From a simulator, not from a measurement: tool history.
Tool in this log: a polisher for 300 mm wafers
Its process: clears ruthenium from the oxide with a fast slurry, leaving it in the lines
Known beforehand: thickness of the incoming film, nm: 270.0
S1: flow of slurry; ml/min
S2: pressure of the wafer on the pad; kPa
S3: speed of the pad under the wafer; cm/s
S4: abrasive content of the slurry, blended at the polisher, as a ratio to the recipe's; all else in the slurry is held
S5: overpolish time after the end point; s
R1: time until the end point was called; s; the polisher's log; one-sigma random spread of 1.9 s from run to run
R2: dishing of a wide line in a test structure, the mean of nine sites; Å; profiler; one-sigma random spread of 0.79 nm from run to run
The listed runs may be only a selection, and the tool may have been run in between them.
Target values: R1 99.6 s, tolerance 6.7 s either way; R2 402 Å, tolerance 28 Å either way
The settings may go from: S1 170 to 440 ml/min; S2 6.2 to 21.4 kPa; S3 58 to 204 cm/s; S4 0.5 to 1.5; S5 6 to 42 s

run  hour   S1    S2   S3   S4  S5      R1      R2
  1     0  280  13.8  130    1  21  59.458  651.73
  2   0.9  320  13.8  130    1  21  55.572  650.07
  3   2.8  320  13.8  130  1.2  21  50.954  734.58
  4  11.8  275  13.8  130  1.2  21  50.736  707.71
  5  15.3  320  13.8  130  1.2  21  48.802  679.32
  6  22.3  310  11.7  124  1.2  21  61.756  615.48
  7  30.3  310  11.7  124  1.2  21  61.706  620.28
  8  31.2  310  10.3  122  1.2  20   69.16  520.43
  9  40.2  310     9  120  1.2  20  82.079  455.92
 10  46.8  310   8.3  120  1.2  20  89.975  423.47

Exactly one of the 5 candidate moves below puts every result within its allowed miss. Which one?
  A  53.4  195   6.2  146   1.2  20   ?   ?
  B  53.4  235  13.8   72   1.1  15   ?   ?
  C  53.4  290   6.2  118  1.25  24   ?   ?
  D  53.4  290  12.4  110   1.1  13   ?   ?
  E  53.4  260   6.2  138  1.05  27   ?   ?

move      R1      R2
   A  104.16  399.84
   B  98.291  327.59
   C  119.14  416.48
   D  70.822  384.73
   E  114.19  475.99
A: each result inside its tolerance
B: brings the last run's worst result on target, with another outside its allowed miss
C: pushes the last run's worst result past its target
D: its largest miss is bigger than the last run's
E: pushes the last run's worst result past its target
A is the move that brings every result within its allowed miss.
